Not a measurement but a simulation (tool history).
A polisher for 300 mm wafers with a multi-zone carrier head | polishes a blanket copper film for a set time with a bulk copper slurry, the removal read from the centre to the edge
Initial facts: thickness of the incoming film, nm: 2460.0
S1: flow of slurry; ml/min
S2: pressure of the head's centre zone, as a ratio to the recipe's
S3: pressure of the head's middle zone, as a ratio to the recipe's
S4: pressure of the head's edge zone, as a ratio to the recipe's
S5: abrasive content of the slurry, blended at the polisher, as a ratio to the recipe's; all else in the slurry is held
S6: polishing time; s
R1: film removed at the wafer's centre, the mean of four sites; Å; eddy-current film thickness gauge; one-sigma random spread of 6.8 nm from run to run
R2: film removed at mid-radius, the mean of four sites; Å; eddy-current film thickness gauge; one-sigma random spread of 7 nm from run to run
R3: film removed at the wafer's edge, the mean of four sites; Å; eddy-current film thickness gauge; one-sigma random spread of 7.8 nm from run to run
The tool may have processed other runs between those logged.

run 1 hour=0 | S1=215 S2=1 S3=1 S4=1 S5=1 S6=49 | R1=5231.6 R2=5280.1 R3=5005.4
run 2 hour=4 | S1=215 S2=1 S3=1 S4=1 S5=1 S6=40 | R1=4180.4 R2=4278.6 R3=4031.1
run 3 hour=12.5 | S1=215 S2=1 S3=0.94 S4=1 S5=1 S6=40 | R1=4241 R2=3966.6 R3=4135.5
run 4 hour=18.4 | S1=215 S2=1 S3=0.94 S4=1 S5=1.1 S6=40 | R1=4341.4 R2=4193.4 R3=4204.6
run 5 hour=22.7 | S1=220 S2=1.04 S3=0.95 S4=1.02 S5=1.2 S6=41 | R1=4804.1 R2=4393.9 R3=4361.4
run 6 hour=24.9 | S1=260 S2=1.04 S3=0.95 S4=1.02 S5=1.2 S6=41 | R1=5005.9 R2=4591.2 R3=4599.2
run 7 hour=32.8 | S1=320 S2=1.14 S3=1.05 S4=1.07 S5=1.45 S6=42 | R1=5860.2 R2=5255.8 R3=4972.2
run 8 hour=36.1 | S1=320 S2=1.14 S3=1.05 S4=1.07 S5=1.45 S6=42 | R1=5835.3 R2=5466.6 R3=4834
run 9 hour=40.1 | S1=320 S2=1.14 S3=1.04 S4=1.08 S5=1.45 S6=43 | R1=6019.3 R2=5378.9 R3=5016.8

Run 10 has not been measured yet. What should we expect?
-- hour=41.2 edge zone pressure recalibrated
run 10 hour=41.2 | S1=320 S2=1.14 S3=1.04 S4=1.09 S5=1.45 S6=44 | R1=? R2=? R3=?

{"run 10": {"R1": 6223.3, "R2": 5422.4, "R3": 5556.7}}
